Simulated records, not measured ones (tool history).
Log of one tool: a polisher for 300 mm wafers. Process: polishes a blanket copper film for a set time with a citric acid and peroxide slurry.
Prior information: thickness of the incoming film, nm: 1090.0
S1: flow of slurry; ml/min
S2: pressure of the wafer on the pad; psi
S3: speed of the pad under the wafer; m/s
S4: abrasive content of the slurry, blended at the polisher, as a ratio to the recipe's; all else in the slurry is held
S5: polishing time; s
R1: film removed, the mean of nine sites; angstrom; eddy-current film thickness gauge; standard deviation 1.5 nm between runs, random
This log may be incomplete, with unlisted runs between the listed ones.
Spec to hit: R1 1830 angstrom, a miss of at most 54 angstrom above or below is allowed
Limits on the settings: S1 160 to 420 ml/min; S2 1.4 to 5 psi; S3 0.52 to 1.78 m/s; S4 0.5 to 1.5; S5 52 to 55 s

| run | hour | S1 | S2 | S3 | S4 | S5 | R1 |
|---|---|---|---|---|---|---|---|
| 1 | 0 | 270 | 3.2 | 1.14 | 1 | 52 | 1408.3 |
| 2 | 7.8 | 270 | 3.5 | 1.14 | 1 | 52 | 1513.5 |
| 3 | 11.1 | 210 | 3.5 | 1.14 | 1 | 52 | 1507.9 |
| 4 | 12.8 | 235 | 3.5 | 1.14 | 1 | 52 | 1491.5 |
| 5 | 16.4 | 235 | 3.7 | 1.14 | 1 | 52 | 1582.6 |
| 6 | 18 | 235 | 3.9 | 1.14 | 1 | 52 | 1648.5 |
| 7 | 22.9 | 235 | 4 | 1.14 | 1 | 52 | 1717.8 |
| 8 | 29.9 | 235 | 4.1 | 1.14 | 1 | 52 | 1747.3 |

Exactly one of the 5 candidate moves below puts every result within its allowed miss. Which one?
| A | 36.9 | 255 | 4.5 | 1.02 | 1 | 55 | ? |
| B | 36.9 | 260 | 4.3 | 1.16 | 0.95 | 55 | ? |
| C | 36.9 | 280 | 4.1 | 1.1 | 0.9 | 52 | ? |
| D | 36.9 | 170 | 4.3 | 1.12 | 0.95 | 52 | ? |
| E | 36.9 | 285 | 3.9 | 1.14 | 0.85 | 53 | ? |

| move | R1 |
|---|---|
| A | 1816.4 |
| B | 1955.5 |
| C | 1670.5 |
| D | 1724 |
| E | 1665.9 |
A: each result inside its tolerance
B: the result that was furthest off in the last run now lies on the other side of its target
C: misses by more than the last run did
D: misses by more than the last run did
E: misses by more than the last run did
Move A is the one to make.
